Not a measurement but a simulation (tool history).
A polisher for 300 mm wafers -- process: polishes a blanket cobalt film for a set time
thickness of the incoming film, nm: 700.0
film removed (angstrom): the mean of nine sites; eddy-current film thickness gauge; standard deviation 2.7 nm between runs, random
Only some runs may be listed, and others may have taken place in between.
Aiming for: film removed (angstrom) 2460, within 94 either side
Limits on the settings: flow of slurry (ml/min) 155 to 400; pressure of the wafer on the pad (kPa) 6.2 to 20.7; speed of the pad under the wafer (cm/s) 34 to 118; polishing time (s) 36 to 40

run  hour  flow of slurry (ml/min)  pressure of the wafer on the pad (kPa)  speed of the pad under the wafer (cm/s)  polishing time (s)  film removed (angstrom)
  1     0                      255                                    13.1                                       76                  40                   1610.6
  2   0.8                      255                                    13.8                                       76                  40                   1680.5
  3   2.6                      255                                    14.5                                       76                  40                   1722.3
  4   7.1                      255                                    14.5                                       94                  40                   2047.1
  5  11.4                      255                                    12.4                                       94                  40                     1860
  6  18.4                      255                                     9.7                                       94                  40                   1592.6
  7  26.6                      255                                    10.3                                       94                  40                   1675.5
  8  32.3                      255                                    10.3                                       94                  40                   1626.3
  9  36.5                      255                                      11                                       94                  40                   1726.7
 10  43.1                      255                                    11.7                                       94                  40                   1783.7
 11  49.9                      260                                    15.9                                       96                  40                   2225.4

Of the 5 settings listed for the next run, only one would bring every result within its allowed miss of target. Which one?
  A  56.7                      205                                    18.6                                       88                  40                        ?
  B  56.7                      250                                    14.5                                       92                  38                        ?
  C  56.7                      250                                    13.1                                      100                  38                        ?
  D  56.7                      250                                    18.6                                       94                  40                        ?
  E  56.7                      205                                    17.2                                       96                  39                        ?

move  film removed (angstrom)
   A                   2311.9
   B                   1928.2
   C                   1926.5
   D                   2479.2
   E                   2284.5
A: better than the last run, though not everything is in spec
B: further off than the last run
C: further off than the last run
D: each result inside its tolerance
E: better than the last run, though not everything is in spec
D is the move that brings every result within its allowed miss.

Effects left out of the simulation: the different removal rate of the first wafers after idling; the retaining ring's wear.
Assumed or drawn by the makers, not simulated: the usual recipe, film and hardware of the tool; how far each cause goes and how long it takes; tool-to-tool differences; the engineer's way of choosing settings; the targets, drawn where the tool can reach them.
